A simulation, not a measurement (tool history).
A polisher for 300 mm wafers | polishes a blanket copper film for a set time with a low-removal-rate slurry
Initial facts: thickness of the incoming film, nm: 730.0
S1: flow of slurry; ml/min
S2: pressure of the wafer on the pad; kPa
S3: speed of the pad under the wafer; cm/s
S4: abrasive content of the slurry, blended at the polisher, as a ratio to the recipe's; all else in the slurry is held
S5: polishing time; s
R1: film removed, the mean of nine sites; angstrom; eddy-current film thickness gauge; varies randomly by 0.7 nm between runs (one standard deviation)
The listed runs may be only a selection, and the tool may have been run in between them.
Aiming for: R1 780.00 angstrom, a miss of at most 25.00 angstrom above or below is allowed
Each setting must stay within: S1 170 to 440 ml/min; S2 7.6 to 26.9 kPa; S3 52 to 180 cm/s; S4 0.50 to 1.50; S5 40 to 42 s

run 1 hour=0.0 | S1=280 S2=17.2 S3=116 S4=1.00 S5=40 | R1=1383.90
run 2 hour=6.1 | S1=280 S2=14.5 S3=116 S4=1.00 S5=40 | R1=1153.20
run 3 hour=13.3 | S1=280 S2=16.5 S3=116 S4=1.00 S5=40 | R1=1323.50
run 4 hour=21.8 | S1=280 S2=13.8 S3=116 S4=1.00 S5=40 | R1=1078.20
run 5 hour=25.6 | S1=280 S2=12.4 S3=116 S4=1.00 S5=40 | R1=997.28
run 6 hour=33.3 | S1=280 S2=15.2 S3=116 S4=1.00 S5=40 | R1=1224.60
run 7 hour=40.4 | S1=280 S2=13.1 S3=116 S4=1.00 S5=40 | R1=1036.90
run 8 hour=48.6 | S1=280 S2=11.7 S3=116 S4=1.00 S5=40 | R1=942.72
run 9 hour=55.5 | S1=280 S2=11.0 S3=116 S4=1.00 S5=40 | R1=876.50
run 10 hour=57.2 | S1=280 S2=10.3 S3=116 S4=1.00 S5=40 | R1=833.38

Below are 4 possible settings for the next run. Only one of them brings all results inside the allowed miss of their targets. Which is it?
run A hour=58.9 | S1=365 S2=9.0 S3=132 S4=0.95 S5=40 | R1=?
run B hour=58.9 | S1=240 S2=11.7 S3=106 S4=1.05 S5=41 | R1=?
run C hour=58.9 | S1=275 S2=9.0 S3=122 S4=0.95 S5=41 | R1=?
run D hour=58.9 | S1=285 S2=10.3 S3=120 S4=0.95 S5=40 | R1=?

move=A R1=821.84
move=B R1=859.06
move=C R1=760.21
move=D R1=838.99
A: closes in on the targets versus the last run, not all within tolerance yet
B: further off than the last run
C: in spec on every target
D: further off than the last run
The move that meets every target is C.

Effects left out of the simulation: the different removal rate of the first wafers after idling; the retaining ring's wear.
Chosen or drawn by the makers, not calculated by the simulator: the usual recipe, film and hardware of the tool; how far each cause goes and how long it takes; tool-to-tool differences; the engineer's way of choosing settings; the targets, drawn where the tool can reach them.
